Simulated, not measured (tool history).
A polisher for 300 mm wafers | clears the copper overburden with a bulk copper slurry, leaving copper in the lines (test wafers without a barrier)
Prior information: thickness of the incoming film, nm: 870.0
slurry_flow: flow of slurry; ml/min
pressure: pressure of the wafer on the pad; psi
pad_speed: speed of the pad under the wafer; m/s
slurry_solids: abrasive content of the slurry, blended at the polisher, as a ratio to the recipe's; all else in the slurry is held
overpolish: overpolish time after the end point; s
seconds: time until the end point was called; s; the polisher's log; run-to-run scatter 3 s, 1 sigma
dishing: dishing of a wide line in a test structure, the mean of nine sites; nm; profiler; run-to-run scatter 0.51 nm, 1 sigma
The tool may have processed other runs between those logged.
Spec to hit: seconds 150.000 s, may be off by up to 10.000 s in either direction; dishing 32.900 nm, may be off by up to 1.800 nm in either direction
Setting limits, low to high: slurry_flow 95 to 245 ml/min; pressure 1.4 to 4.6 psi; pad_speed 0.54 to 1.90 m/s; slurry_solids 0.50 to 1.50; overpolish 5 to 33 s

| run | hour | slurry_flow | pressure | pad_speed | slurry_solids | overpolish | seconds | dishing |
|---|---|---|---|---|---|---|---|---|
| 1 | 0.0 | 155 | 3.0 | 1.22 | 1.00 | 17 | 66.243 | 105.510 |
| 2 | 2.2 | 155 | 2.6 | 1.10 | 1.00 | 14 | 83.514 | 80.131 |
| 3 | 9.7 | 155 | 2.1 | 1.10 | 1.00 | 14 | 102.080 | 67.307 |
| 4 | 16.7 | 160 | 1.9 | 1.02 | 1.00 | 12 | 119.500 | 54.494 |
| 5 | 23.8 | 125 | 1.9 | 1.02 | 1.00 | 12 | 121.380 | 51.736 |
| 6 | 25.2 | 120 | 1.8 | 1.00 | 1.00 | 10 | 136.630 | 42.544 |
| 7 | 30.5 | 130 | 1.5 | 1.04 | 1.00 | 5 | 152.930 | 20.810 |
| 8 | 39.0 | 130 | 1.7 | 0.96 | 1.00 | 5 | 147.010 | 22.175 |
| 9 | 41.1 | 130 | 1.7 | 0.92 | 1.00 | 6 | 148.740 | 25.235 |
| 10 | 43.5 | 130 | 1.8 | 0.88 | 1.00 | 7 | 148.880 | 29.863 |
| 11 | 45.9 | 130 | 1.8 | 0.86 | 1.00 | 7 | 147.130 | 29.435 |
| 12 | 51.6 | 130 | 1.8 | 0.84 | 1.00 | 7 | 157.230 | 28.207 |
| 13 | 55.8 | 130 | 1.9 | 0.82 | 1.00 | 7 | 144.220 | 29.730 |
| 14 | 62.9 | 130 | 1.9 | 0.80 | 1.00 | 7 | 157.280 | 29.307 |
| 15 | 65.6 | 130 | 2.0 | 0.80 | 1.00 | 7 | 139.230 | 30.422 |
| 16 | 71.6 | 130 | 2.0 | 0.78 | 1.00 | 7 | 143.320 | 28.799 |
| 17 | 80.5 | 130 | 2.0 | 0.78 | 1.00 | 7 | 147.400 | 29.313 |
| 18 | 84.2 | 130 | 2.0 | 0.78 | 1.00 | 7 | 144.040 | 29.377 |
| 19 | 86.3 | 130 | 1.9 | 0.74 | 1.00 | 12 | 160.530 | 42.917 |
| 20 | 89.8 | 130 | 1.9 | 0.80 | 1.00 | 7 | 153.860 | 28.912 |

Below are 4 possible settings for the next run. Only one of them brings all results inside the allowed miss of their targets. Which is it?
| A | 93.3 | 105 | 1.8 | 0.92 | 0.90 | 8 | ? | ? |
| B | 93.3 | 140 | 1.6 | 0.78 | 1.05 | 8 | ? | ? |
| C | 93.3 | 135 | 1.7 | 0.86 | 0.80 | 10 | ? | ? |
| D | 93.3 | 120 | 2.4 | 0.72 | 1.05 | 7 | ? | ? |

| move | seconds | dishing |
|---|---|---|
| A | 150.230 | 31.298 |
| B | 177.190 | 26.946 |
| C | 167.100 | 34.459 |
| D | 131.150 | 31.813 |
A: hits every target within its allowed miss
B: misses by more than the last run did
C: meets the target for the result that was furthest off, but another lies outside its allowed miss
D: meets the target for the result that was furthest off, but another lies outside its allowed miss
A is the move that brings every result within its allowed miss.
